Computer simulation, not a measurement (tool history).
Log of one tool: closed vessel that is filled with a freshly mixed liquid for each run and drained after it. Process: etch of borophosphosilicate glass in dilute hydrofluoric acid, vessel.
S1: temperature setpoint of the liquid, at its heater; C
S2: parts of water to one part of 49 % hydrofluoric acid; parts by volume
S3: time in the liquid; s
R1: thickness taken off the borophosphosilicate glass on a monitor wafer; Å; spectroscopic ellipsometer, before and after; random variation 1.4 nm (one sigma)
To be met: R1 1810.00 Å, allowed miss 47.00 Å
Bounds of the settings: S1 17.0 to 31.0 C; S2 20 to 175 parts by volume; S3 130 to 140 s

{"run": 1, "hour": 0.0, "S1": 23.0, "S2": 95, "S3": 130, "R1": 517.89}
{"run": 2, "hour": 5.1, "S1": 23.0, "S2": 70, "S3": 130, "R1": 716.61}
{"run": 3, "hour": 10.4, "S1": 21.5, "S2": 70, "S3": 130, "R1": 678.27}
{"run": 4, "hour": 11.3, "S1": 23.5, "S2": 60, "S3": 130, "R1": 870.26}
{"run": 5, "hour": 14.7, "S1": 21.0, "S2": 60, "S3": 130, "R1": 789.19}
{"run": 6, "hour": 21.6, "S1": 23.0, "S2": 50, "S3": 130, "R1": 1032.4}
{"run": 7, "hour": 30.8, "S1": 25.0, "S2": 50, "S3": 130, "R1": 1105.4}
{"run": 8, "hour": 35.1, "S1": 26.5, "S2": 45, "S3": 130, "R1": 1347.9}
{"run": 9, "hour": 36.9, "S1": 27.5, "S2": 45, "S3": 130, "R1": 1402.1}
{"run": 10, "hour": 43.8, "S1": 28.5, "S2": 45, "S3": 130, "R1": 1453.8}
{"run": 11, "hour": 52.4, "S1": 29.0, "S2": 45, "S3": 130, "R1": 1506.4}
{"run": 12, "hour": 59.8, "S1": 29.5, "S2": 45, "S3": 130, "R1": 1497.8}
{"run": 13, "hour": 67.4, "S1": 30.0, "S2": 45, "S3": 130, "R1": 1531.7}

Which of these 5 next moves meets every target?
{"run": "A", "hour": 75.0, "S1": 31.0, "S2": 45, "S3": 140, "R1": "?"}
{"run": "B", "hour": 75.0, "S1": 30.5, "S2": 45, "S3": 140, "R1": "?"}
{"run": "C", "hour": 75.0, "S1": 29.0, "S2": 55, "S3": 130, "R1": "?"}
{"run": "D", "hour": 75.0, "S1": 29.0, "S2": 40, "S3": 140, "R1": "?"}
{"run": "E", "hour": 75.0, "S1": 31.0, "S2": 50, "S3": 130, "R1": "?"}

move=A R1=1729.40
move=B R1=1695.80
move=C R1=1196.20
move=D R1=1811.70
move=E R1=1433.90
A: nearer than the last run, and not there yet
B: nearer than the last run, and not there yet
C: further off than the last run
D: meets every target
E: further off than the last run
Move D is the one to make.
